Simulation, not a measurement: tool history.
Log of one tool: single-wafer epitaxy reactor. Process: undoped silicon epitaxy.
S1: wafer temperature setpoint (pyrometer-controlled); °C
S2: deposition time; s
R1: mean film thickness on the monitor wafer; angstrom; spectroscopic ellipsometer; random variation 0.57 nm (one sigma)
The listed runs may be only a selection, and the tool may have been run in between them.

| run | hour | S1 | S2 | R1 |
|---|---|---|---|---|
| 1 | 0.0 | 650 | 379 | 674.37 |
| 2 | 2.1 | 650 | 324 | 579.61 |
| 3 | 3.4 | 650 | 271 | 484.65 |
| 4 | 4.8 | 658 | 294 | 637.70 |
| 5 | 12.4 | 663 | 294 | 712.75 |
| 6 | 14.3 | 667 | 305 | 822.40 |
| 7 | 15.4 | 669 | 310 | 873.81 |

What does the tool deliver on the next run?
| 8 | 16.2 | 671 | 314 | ? |

Run 8 came out at R1 933.45 angstrom.
